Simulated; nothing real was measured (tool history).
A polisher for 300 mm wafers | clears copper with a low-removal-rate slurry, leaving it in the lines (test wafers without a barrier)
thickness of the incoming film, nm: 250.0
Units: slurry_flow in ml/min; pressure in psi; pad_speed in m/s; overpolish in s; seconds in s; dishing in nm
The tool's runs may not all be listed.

| run | hour | slurry_flow | pressure | pad_speed | slurry_solids | overpolish | seconds | dishing |
|---|---|---|---|---|---|---|---|---|
| 1 | 0 | 260 | 2.4 | 1.04 | 1 | 9 | 101.71 | 18.614 |
| 2 | 5.4 | 260 | 2.5 | 1.06 | 1 | 8 | 96.555 | 17.217 |
| 3 | 8.5 | 260 | 2.5 | 1.06 | 1 | 5 | 99.668 | 10.986 |
| 4 | 12.3 | 260 | 2.6 | 1.08 | 1 | 5 | 93.749 | 11.601 |
| 5 | 19.4 | 255 | 2.8 | 1.06 | 0.95 | 5 | 93.061 | 11.796 |
| 6 | 26.5 | 255 | 2.9 | 1.08 | 1 | 5 | 89.064 | 12.402 |
| 7 | 30.2 | 270 | 2.8 | 1.14 | 0.9 | 5 | 88.494 | 12.311 |
| 8 | 30.9 | 295 | 2.9 | 1.18 | 0.8 | 5 | 86.175 | 12.328 |
| 9 | 37.8 | 320 | 3 | 1.2 | 0.75 | 5 | 80.418 | 12.554 |
| 10 | 41.2 | 340 | 3.1 | 1.18 | 0.7 | 5 | 83.763 | 13.179 |
| 11 | 43.5 | 305 | 3.1 | 1.24 | 0.65 | 5 | 81.137 | 13.795 |

The next listed run, before its measurement:
| 12 | 50.9 | 375 | 2.6 | 1.2 | 0.9 | 3 | ? | ? |

seconds: 85.873 s
dishing: 7.5285 nm

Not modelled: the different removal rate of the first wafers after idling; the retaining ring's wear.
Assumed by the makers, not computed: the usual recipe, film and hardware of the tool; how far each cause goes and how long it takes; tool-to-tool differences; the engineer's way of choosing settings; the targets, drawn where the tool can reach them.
